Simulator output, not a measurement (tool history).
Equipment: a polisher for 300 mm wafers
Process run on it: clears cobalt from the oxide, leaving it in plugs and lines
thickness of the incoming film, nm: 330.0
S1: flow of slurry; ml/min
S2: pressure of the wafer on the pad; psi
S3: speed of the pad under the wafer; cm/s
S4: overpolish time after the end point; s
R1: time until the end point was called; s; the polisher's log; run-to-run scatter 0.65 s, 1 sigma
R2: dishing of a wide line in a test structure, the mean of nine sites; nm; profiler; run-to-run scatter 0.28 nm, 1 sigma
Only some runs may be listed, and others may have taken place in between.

Run 1, hour 0: S1 140 ml/min, S2 2.3 psi, S3 104 cm/s, S4 12 s. Result: R1 55.344 s, R2 37.698 nm.
Run 2, hour 6.7: S1 140 ml/min, S2 2.3 psi, S3 90 cm/s, S4 12 s. Result: R1 65.458 s, R2 35.956 nm.
Run 3, hour 13: S1 125 ml/min, S2 2.1 psi, S3 106 cm/s, S4 10 s. Result: R1 61.079 s, R2 33.428 nm.
Run 4, hour 20.1: S1 115 ml/min, S2 1.9 psi, S3 120 cm/s, S4 8 s. Result: R1 59.759 s, R2 29.224 nm.
Run 5, hour 27.9: S1 115 ml/min, S2 1.9 psi, S3 120 cm/s, S4 12 s. Result: R1 59.564 s, R2 36.442 nm.
Run 6, hour 36.6: S1 115 ml/min, S2 1.9 psi, S3 94 cm/s, S4 12 s. Result: R1 77.936 s, R2 32.359 nm.
Run 7, hour 42.8: S1 155 ml/min, S2 2.5 psi, S3 68 cm/s, S4 6 s. Result: R1 75.686 s, R2 20.753 nm.
Run 8, hour 45.4: S1 160 ml/min, S2 2.7 psi, S3 68 cm/s, S4 6 s. Result: R1 68.269 s, R2 22.008 nm.
Run 9, hour 47: S1 165 ml/min, S2 2.9 psi, S3 68 cm/s, S4 6 s. Result: R1 65.55 s, R2 23.514 nm.
Run 10, hour 52.1: S1 180 ml/min, S2 3.1 psi, S3 68 cm/s, S4 5 s. Result: R1 58.938 s, R2 21.742 nm.
Run 11, hour 53.6: S1 180 ml/min, S2 3.2 psi, S3 70 cm/s, S4 5 s. Result: R1 56.69 s, R2 22.553 nm.
Run 12, hour 59.7: S1 185 ml/min, S2 3.6 psi, S3 72 cm/s, S4 6 s. Result: R1 48.856 s, R2 28.223 nm.
Run 13, hour 67.3: S1 190 ml/min, S2 3.6 psi, S3 72 cm/s, S4 6 s. Result: R1 48.631 s, R2 27.949 nm.

Expected results for the next run?
At hour 75.1: worn pad replaced by a new one.
Run 14, hour 75.1: S1 195 ml/min, S2 3.6 psi, S3 72 cm/s, S4 6 s. Result: R1 ?, R2 ?.

For run 14 the tool returned R1 44.575 s, R2 29.526 nm.
